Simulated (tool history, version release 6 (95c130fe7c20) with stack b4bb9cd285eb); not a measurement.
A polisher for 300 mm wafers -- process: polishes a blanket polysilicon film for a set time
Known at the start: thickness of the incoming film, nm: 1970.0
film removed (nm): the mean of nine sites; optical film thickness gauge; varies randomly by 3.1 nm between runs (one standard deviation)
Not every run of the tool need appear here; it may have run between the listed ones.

| run | hour | flow of slurry (ml/min) | pressure of the wafer on the pad (kPa) | speed of the pad under the wafer (m/s) | polishing time (s) | film removed (nm) |
|---|---|---|---|---|---|---|
| 1 | 0.0 | 275 | 19.3 | 1.20 | 91 | 754.26 |
| 2 | 7.6 | 270 | 16.5 | 1.20 | 91 | 642.91 |
| 3 | 15.4 | 265 | 15.2 | 1.20 | 91 | 589.39 |
| 4 | 17.6 | 255 | 14.5 | 1.20 | 91 | 570.51 |
| 5 | 20.6 | 255 | 14.5 | 1.20 | 96 | 589.64 |
| 6 | 25.3 | 310 | 14.5 | 1.20 | 96 | 612.14 |

Forecast run 7:
| 7 | 30.2 | 235 | 9.7 | 1.20 | 96 | ? |

film removed (nm): 402.54
